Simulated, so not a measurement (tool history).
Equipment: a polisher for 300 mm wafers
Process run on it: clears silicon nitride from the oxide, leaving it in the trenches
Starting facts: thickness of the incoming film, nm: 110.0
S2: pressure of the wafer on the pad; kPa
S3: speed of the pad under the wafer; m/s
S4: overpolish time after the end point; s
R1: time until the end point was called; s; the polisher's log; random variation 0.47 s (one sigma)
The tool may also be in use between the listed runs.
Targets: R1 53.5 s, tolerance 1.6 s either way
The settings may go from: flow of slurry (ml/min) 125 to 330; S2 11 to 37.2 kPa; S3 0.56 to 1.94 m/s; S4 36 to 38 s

run 1 day=0 | flow_of_slurry_(ml/min)=210 S2=24.1 S3=1.24 S4=36 | R1=72.467
run 2 day=0.35 | flow_of_slurry_(ml/min)=215 S2=25.5 S3=1.24 S4=36 | R1=68.887
run 3 day=0.479 | flow_of_slurry_(ml/min)=215 S2=26.9 S3=1.24 S4=36 | R1=63.99
run 4 day=0.729 | flow_of_slurry_(ml/min)=220 S2=27.6 S3=1.24 S4=36 | R1=64.025
run 5 day=1 | flow_of_slurry_(ml/min)=220 S2=28.3 S3=1.24 S4=36 | R1=61.287
run 6 day=1.262 | flow_of_slurry_(ml/min)=220 S2=28.3 S3=1 S4=36 | R1=75.478
run 7 day=1.521 | flow_of_slurry_(ml/min)=220 S2=29.6 S3=1 S4=36 | R1=71.794
run 8 day=1.617 | flow_of_slurry_(ml/min)=220 S2=31 S3=1 S4=36 | R1=68.883
run 9 day=1.988 | flow_of_slurry_(ml/min)=220 S2=31 S3=1 S4=36 | R1=69.042
run 10 day=2.221 | flow_of_slurry_(ml/min)=225 S2=32.4 S3=1 S4=36 | R1=66.888
run 11 day=2.271 | flow_of_slurry_(ml/min)=225 S2=33.1 S3=1.02 S4=36 | R1=65.166
run 12 day=2.388 | flow_of_slurry_(ml/min)=225 S2=33.8 S3=1.04 S4=36 | R1=61.985
run 13 day=2.654 | flow_of_slurry_(ml/min)=225 S2=34.5 S3=1.06 S4=36 | R1=58.624
run 14 day=2.85 | flow_of_slurry_(ml/min)=225 S2=34.5 S3=1.06 S4=36 | R1=58.997
run 15 day=3.1 | flow_of_slurry_(ml/min)=225 S2=35.2 S3=1.06 S4=36 | R1=57.591
run 16 day=3.262 | flow_of_slurry_(ml/min)=225 S2=35.9 S3=1.06 S4=36 | R1=56.797

Consider the 4 candidate settings below. Which is the only one whose results all fall within their allowed miss of target?
run A day=3.425 | flow_of_slurry_(ml/min)=230 S2=36.5 S3=1.1 S4=38 | R1=?
run B day=3.425 | flow_of_slurry_(ml/min)=320 S2=35.2 S3=0.92 S4=38 | R1=?
run C day=3.425 | flow_of_slurry_(ml/min)=255 S2=33.8 S3=0.98 S4=38 | R1=?
run D day=3.425 | flow_of_slurry_(ml/min)=220 S2=34.5 S3=1 S4=36 | R1=?

move=A R1=54.541
move=B R1=64.948
move=C R1=64.977
move=D R1=63.627
A: every result within its allowed miss
B: lands further from the targets than the last run did
C: lands further from the targets than the last run did
D: lands further from the targets than the last run did
The move that meets every target is A.

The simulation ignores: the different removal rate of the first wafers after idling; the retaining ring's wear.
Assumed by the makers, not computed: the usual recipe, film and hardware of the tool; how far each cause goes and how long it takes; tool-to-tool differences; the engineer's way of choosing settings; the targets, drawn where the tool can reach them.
